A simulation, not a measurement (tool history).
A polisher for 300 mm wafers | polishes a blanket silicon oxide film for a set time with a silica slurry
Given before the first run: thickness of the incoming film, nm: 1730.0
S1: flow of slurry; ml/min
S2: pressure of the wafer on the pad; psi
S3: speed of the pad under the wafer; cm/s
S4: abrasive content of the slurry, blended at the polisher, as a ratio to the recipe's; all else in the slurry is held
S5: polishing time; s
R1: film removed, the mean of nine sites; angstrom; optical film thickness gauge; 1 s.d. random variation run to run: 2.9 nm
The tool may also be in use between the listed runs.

run	hour	S1	S2	S3	S4	S5	R1
1	0	185	4.8	96	1	74	2077.2
2	1.2	185	5	96	1	74	2114.8
3	3.5	185	5.3	96	1	74	2237.2
4	7.3	145	5.3	96	1	74	2176.2
5	10.2	145	5.3	96	1	74	2199.9
6	11.8	145	5.5	96	1	74	2281.3
7	14.7	145	5.7	96	1	74	2319.8

For run 8, what comes out?
8	21.8	145	5.9	96	1	74	?

{"run 8": {"R1": 2430.6}}
